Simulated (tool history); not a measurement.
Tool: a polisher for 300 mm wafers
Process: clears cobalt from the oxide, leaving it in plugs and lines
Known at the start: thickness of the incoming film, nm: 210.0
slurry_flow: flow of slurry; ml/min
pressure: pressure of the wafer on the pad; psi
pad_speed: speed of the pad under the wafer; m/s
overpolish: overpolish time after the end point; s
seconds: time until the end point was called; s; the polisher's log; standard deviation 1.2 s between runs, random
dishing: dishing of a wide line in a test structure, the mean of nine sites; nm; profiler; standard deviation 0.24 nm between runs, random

run  hour  slurry_flow  pressure  pad_speed  overpolish  seconds  dishing
  1   0.0          305       2.5       0.84          12   35.678  39.6630
  2   8.2          355       2.5       0.84          12   33.884  40.5070
  3  16.9          355       2.5       0.68          12   41.751  36.3750
  4  25.3          380       2.2       0.66          10   49.925  28.4920
  5  30.1          400       2.0       0.68           9   54.217  24.4210
  6  36.5          415       1.8       0.70           8   55.789  21.3750

For run 7, what comes out?
  7  44.3          475       1.1       0.68           4        ?        ?

Run 7 measured seconds 94.351 s, dishing 7.7608 nm.
